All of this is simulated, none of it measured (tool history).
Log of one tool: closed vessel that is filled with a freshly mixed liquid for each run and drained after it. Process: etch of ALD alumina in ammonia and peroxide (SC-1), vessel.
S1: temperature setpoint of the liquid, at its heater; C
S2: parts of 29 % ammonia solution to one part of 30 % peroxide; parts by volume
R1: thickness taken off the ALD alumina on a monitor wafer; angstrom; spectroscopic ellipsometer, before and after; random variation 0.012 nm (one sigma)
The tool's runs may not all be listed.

{"run": 1, "hour": 0.0, "S1": 61, "S2": 0.8, "time in the liquid (s)": 30, "R1": 23.493}
{"run": 2, "hour": 8.7, "S1": 54.5, "S2": 0.8, "time in the liquid (s)": 30, "R1": 16.341}
{"run": 3, "hour": 15.8, "S1": 54.5, "S2": 0.8, "time in the liquid (s)": 30, "R1": 16.674}
{"run": 4, "hour": 17.0, "S1": 54.5, "S2": 0.6, "time in the liquid (s)": 30, "R1": 16.301}
{"run": 5, "hour": 23.7, "S1": 54.5, "S2": 0.8, "time in the liquid (s)": 30, "R1": 16.547}
{"run": 6, "hour": 31.4, "S1": 54, "S2": 0.8, "time in the liquid (s)": 30, "R1": 15.871}
{"run": 7, "hour": 39.4, "S1": 53.5, "S2": 0.8, "time in the liquid (s)": 30, "R1": 15.9}
{"run": 8, "hour": 48.4, "S1": 53, "S2": 0.8, "time in the liquid (s)": 30, "R1": 15.361}

Forecast run 9:
{"run": 9, "hour": 55.8, "S1": 52.5, "S2": 0.8, "time in the liquid (s)": 30, "R1": "?"}

R1: 14.679 angstrom

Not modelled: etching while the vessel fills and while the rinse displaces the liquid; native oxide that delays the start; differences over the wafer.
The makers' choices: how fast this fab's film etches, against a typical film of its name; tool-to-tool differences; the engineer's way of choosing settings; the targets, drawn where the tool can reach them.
